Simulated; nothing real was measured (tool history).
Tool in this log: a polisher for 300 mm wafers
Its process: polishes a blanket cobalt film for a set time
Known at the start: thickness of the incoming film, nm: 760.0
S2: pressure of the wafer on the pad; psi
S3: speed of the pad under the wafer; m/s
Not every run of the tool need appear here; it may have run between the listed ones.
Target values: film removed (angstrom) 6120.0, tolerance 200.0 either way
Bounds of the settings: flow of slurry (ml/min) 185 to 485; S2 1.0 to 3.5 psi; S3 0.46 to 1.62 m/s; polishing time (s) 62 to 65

Run 1, hour 0.0: flow of slurry (ml/min) 310, S2 2.2 psi, S3 1.04 m/s, polishing time (s) 62. Result: film removed (angstrom) 3645.5.
Run 2, hour 8.9: flow of slurry (ml/min) 310, S2 2.2 psi, S3 0.82 m/s, polishing time (s) 62. Result: film removed (angstrom) 2893.9.
Run 3, hour 10.1: flow of slurry (ml/min) 310, S2 2.5 psi, S3 0.86 m/s, polishing time (s) 62. Result: film removed (angstrom) 3359.1.
Run 4, hour 12.1: flow of slurry (ml/min) 385, S2 2.5 psi, S3 0.86 m/s, polishing time (s) 62. Result: film removed (angstrom) 3450.1.
Run 5, hour 13.9: flow of slurry (ml/min) 355, S2 2.5 psi, S3 0.86 m/s, polishing time (s) 62. Result: film removed (angstrom) 3438.4.
Run 6, hour 17.0: flow of slurry (ml/min) 355, S2 2.5 psi, S3 0.72 m/s, polishing time (s) 62. Result: film removed (angstrom) 2920.4.
Run 7, hour 20.7: flow of slurry (ml/min) 355, S2 2.7 psi, S3 0.78 m/s, polishing time (s) 62. Result: film removed (angstrom) 3414.4.
Run 8, hour 28.8: flow of slurry (ml/min) 355, S2 2.9 psi, S3 0.82 m/s, polishing time (s) 62. Result: film removed (angstrom) 3866.9.
Run 9, hour 30.7: flow of slurry (ml/min) 355, S2 3.0 psi, S3 0.86 m/s, polishing time (s) 62. Result: film removed (angstrom) 4124.4.
Run 10, hour 35.6: flow of slurry (ml/min) 355, S2 3.1 psi, S3 0.90 m/s, polishing time (s) 62. Result: film removed (angstrom) 4455.2.
Run 11, hour 43.7: flow of slurry (ml/min) 355, S2 3.2 psi, S3 0.94 m/s, polishing time (s) 62. Result: film removed (angstrom) 4822.3.
Run 12, hour 52.5: flow of slurry (ml/min) 355, S2 3.3 psi, S3 0.96 m/s, polishing time (s) 62. Result: film removed (angstrom) 4958.9.
At hour 60.2: slurry nozzle cleaned.
Run 13, hour 60.2: flow of slurry (ml/min) 355, S2 3.3 psi, S3 1.00 m/s, polishing time (s) 62. Result: film removed (angstrom) 5413.2.
Run 14, hour 64.1: flow of slurry (ml/min) 360, S2 3.4 psi, S3 1.02 m/s, polishing time (s) 62. Result: film removed (angstrom) 5461.2.
Run 15, hour 70.1: flow of slurry (ml/min) 360, S2 3.4 psi, S3 1.04 m/s, polishing time (s) 62. Result: film removed (angstrom) 5648.0.

Which of these 4 next moves meets every target?
Run A, hour 76.1: flow of slurry (ml/min) 360, S2 3.1 psi, S3 1.04 m/s, polishing time (s) 62. Result: film removed (angstrom) ?.
Run B, hour 76.1: flow of slurry (ml/min) 385, S2 3.5 psi, S3 0.88 m/s, polishing time (s) 65. Result: film removed (angstrom) ?.
Run C, hour 76.1: flow of slurry (ml/min) 395, S2 3.2 psi, S3 0.94 m/s, polishing time (s) 62. Result: film removed (angstrom) ?.
Run D, hour 76.1: flow of slurry (ml/min) 350, S2 2.4 psi, S3 1.50 m/s, polishing time (s) 65. Result: film removed (angstrom) ?.

move  film removed (angstrom)
   A                   5217.8
   B                   5265.9
   C                   4911.6
   D                   6077.6
A: moves away from the targets compared with the last run
B: moves away from the targets compared with the last run
C: moves away from the targets compared with the last run
D: all results in spec
D is the move that brings every result within its allowed miss.
